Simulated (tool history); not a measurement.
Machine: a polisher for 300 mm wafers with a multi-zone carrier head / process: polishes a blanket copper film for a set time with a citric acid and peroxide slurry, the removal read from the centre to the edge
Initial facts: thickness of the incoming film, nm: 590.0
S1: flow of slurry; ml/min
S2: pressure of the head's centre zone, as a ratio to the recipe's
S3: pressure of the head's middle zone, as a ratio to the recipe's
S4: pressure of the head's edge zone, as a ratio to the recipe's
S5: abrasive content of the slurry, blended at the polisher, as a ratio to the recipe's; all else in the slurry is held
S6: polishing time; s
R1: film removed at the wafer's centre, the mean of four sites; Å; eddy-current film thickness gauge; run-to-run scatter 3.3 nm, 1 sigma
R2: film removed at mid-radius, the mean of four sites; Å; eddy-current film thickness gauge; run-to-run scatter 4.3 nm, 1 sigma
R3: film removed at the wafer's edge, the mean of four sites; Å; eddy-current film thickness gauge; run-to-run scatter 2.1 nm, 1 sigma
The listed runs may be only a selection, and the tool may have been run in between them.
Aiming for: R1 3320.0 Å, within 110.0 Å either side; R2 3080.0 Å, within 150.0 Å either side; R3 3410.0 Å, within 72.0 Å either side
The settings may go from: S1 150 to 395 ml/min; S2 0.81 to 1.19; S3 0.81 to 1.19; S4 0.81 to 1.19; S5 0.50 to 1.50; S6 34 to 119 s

| run | hour | S1 | S2 | S3 | S4 | S5 | S6 | R1 | R2 | R3 |
|---|---|---|---|---|---|---|---|---|---|---|
| 1 | 0.0 | 250 | 1.00 | 1.00 | 1.00 | 1.00 | 76 | 2450.6 | 2399.0 | 2382.0 |
| 2 | 2.1 | 255 | 1.00 | 1.00 | 1.02 | 1.05 | 77 | 2467.4 | 2468.9 | 2502.2 |
| 3 | 9.7 | 255 | 1.00 | 0.92 | 1.02 | 1.05 | 77 | 2508.5 | 2289.4 | 2470.5 |
| 4 | 13.5 | 215 | 1.00 | 0.92 | 1.02 | 1.05 | 77 | 2443.2 | 2258.2 | 2481.5 |
| 5 | 16.0 | 160 | 1.00 | 0.92 | 1.02 | 1.05 | 77 | 2386.7 | 2227.2 | 2409.4 |
| 6 | 18.0 | 170 | 1.01 | 0.93 | 1.04 | 1.10 | 78 | 2470.7 | 2339.0 | 2473.9 |
| 7 | 24.6 | 205 | 1.04 | 0.87 | 1.14 | 1.35 | 95 | 3239.3 | 2730.8 | 3274.3 |
| 8 | 29.7 | 210 | 1.04 | 0.88 | 1.14 | 1.35 | 95 | 3272.7 | 2832.5 | 3284.3 |
| 9 | 32.0 | 215 | 1.04 | 0.89 | 1.14 | 1.35 | 95 | 3318.1 | 2810.2 | 3295.9 |
| 10 | 40.3 | 215 | 1.04 | 0.90 | 1.14 | 1.35 | 95 | 3326.5 | 2966.7 | 3282.8 |
| 11 | 44.5 | 215 | 1.04 | 0.90 | 1.15 | 1.35 | 95 | 3301.2 | 2900.5 | 3286.7 |
| 12 | 52.5 | 225 | 1.02 | 0.91 | 1.17 | 1.40 | 95 | 3223.4 | 2884.8 | 3352.1 |

Which of these 5 next moves meets every target?
| A | 60.5 | 245 | 1.15 | 0.92 | 1.15 | 1.40 | 90 | ? | ? | ? |
| B | 60.5 | 250 | 1.00 | 0.81 | 1.09 | 1.50 | 90 | ? | ? | ? |
| C | 60.5 | 205 | 1.00 | 0.94 | 1.09 | 1.40 | 100 | ? | ? | ? |
| D | 60.5 | 240 | 1.01 | 0.83 | 1.18 | 1.30 | 96 | ? | ? | ? |
| E | 60.5 | 230 | 0.96 | 0.94 | 1.16 | 1.45 | 94 | ? | ? | ? |

| move | R1 | R2 | R3 |
|---|---|---|---|
| A | 3533.8 | 2827.9 | 3197.1 |
| B | 3109.1 | 2650.8 | 3169.0 |
| C | 3353.5 | 3139.4 | 3432.0 |
| D | 3260.1 | 2793.0 | 3406.0 |
| E | 3077.0 | 2998.6 | 3356.9 |
A: its largest miss is bigger than the last run's
B: its largest miss is bigger than the last run's
C: meets every target
D: its largest miss is bigger than the last run's
E: the furthest-off result lands on target, but another misses its tolerance
The right move is C.
